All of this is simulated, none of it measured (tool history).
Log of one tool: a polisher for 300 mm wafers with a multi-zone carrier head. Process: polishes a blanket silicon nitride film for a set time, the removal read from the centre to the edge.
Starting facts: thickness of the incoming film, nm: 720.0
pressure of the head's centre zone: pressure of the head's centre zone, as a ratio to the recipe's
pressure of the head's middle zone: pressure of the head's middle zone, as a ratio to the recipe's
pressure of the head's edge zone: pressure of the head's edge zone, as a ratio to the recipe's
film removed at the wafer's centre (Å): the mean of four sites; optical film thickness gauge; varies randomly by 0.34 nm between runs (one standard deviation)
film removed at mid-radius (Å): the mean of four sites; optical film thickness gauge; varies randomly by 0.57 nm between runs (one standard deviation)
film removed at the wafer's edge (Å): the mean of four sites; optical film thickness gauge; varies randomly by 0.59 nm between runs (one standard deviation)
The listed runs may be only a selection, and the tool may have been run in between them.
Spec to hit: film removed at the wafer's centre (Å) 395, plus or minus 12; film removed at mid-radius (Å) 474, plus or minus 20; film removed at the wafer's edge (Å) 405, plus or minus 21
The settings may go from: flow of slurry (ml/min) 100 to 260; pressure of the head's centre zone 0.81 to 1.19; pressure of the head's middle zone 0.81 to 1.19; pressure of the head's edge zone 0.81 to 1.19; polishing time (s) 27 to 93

run  hour  flow of slurry (ml/min)  pressure of the head's centre zone  pressure of the head's middle zone  pressure of the head's edge zone  polishing time (s)  film removed at the wafer's centre (Å)  film removed at mid-radius (Å)  film removed at the wafer's edge (Å)
  1     0                      165                                   1                                   1                                 1                  59                                  519.98                          547.83                                531.29
  2   5.5                      165                                   1                                1.05                                 1                  59                                   525.7                          563.35                                 518.9
  3  13.9                      165                                   1                                1.05                              0.96                  59                                  528.52                          563.22                                520.16
  4  21.1                      160                                0.99                                1.06                              0.96                  57                                  498.55                          537.65                                508.81
  5  22.8                      170                                0.98                                1.08                              0.97                  54                                  467.46                           509.4                                479.24
  6  27.2                      165                                0.97                                 1.1                              0.95                  53                                   460.7                          516.08                                471.91
  7  31.7                      165                                0.97                                1.12                              0.94                  52                                  451.57                          512.56                                455.04
  8  39.7                      160                                0.96                                1.13                              0.93                  51                                  432.07                           500.7                                440.72

Below are 5 possible settings for the next run. Only one of them brings all results inside the allowed miss of their targets. Which is it?
  A  47.7                      180                                1.02                                0.98                              1.04                  47                                       ?                               ?                                     ?
  B  47.7                      185                                0.91                                1.03                              0.96                  56                                       ?                               ?                                     ?
  C  47.7                      190                                0.82                                1.06                              0.96                  50                                       ?                               ?                                     ?
  D  47.7                      100                                0.81                                1.01                              1.02                  59                                       ?                               ?                                     ?
  E  47.7                      160                                0.94                                1.18                               0.9                  47                                       ?                               ?                                     ?

move  film removed at the wafer's centre (Å)  film removed at mid-radius (Å)  film removed at the wafer's edge (Å)
   A                                  437.47                           434.8                                429.79
   B                                  466.56                          533.66                                497.83
   C                                   376.5                          485.54                                 445.5
   D                                  393.53                          507.71                                502.43
   E                                  396.11                          472.36                                401.87
A: moves away from the targets compared with the last run
B: moves away from the targets compared with the last run
C: the result that was furthest off in the last run now lies on the other side of its target
D: the furthest-off result lands on target, but another misses its tolerance
E: all results in spec
E is the move that brings every result within its allowed miss.
